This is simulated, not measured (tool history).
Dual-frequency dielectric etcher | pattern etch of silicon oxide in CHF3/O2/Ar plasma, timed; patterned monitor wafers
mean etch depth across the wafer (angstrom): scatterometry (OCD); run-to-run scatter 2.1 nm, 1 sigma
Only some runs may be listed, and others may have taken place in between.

run    day  source power (W)  bias power (W)  etch time (s)  mean etch depth across the wafer (angstrom)
  1      0               730             199          231.5                                       4898.2
  2  0.208               800             204          231.5                                       5195.6
  3  0.267               800             172          231.5                                         4726
  4  0.396               860             182          231.5                                         5059
  5  0.662               760             182          231.5                                       4760.5
  6   0.75               830             188          231.5                                       5111.6

Expected results for the next run?
  7  0.988               870             189          231.5                                            ?

{"run 7": {"mean etch depth across the wafer (angstrom)": 5198.7}}
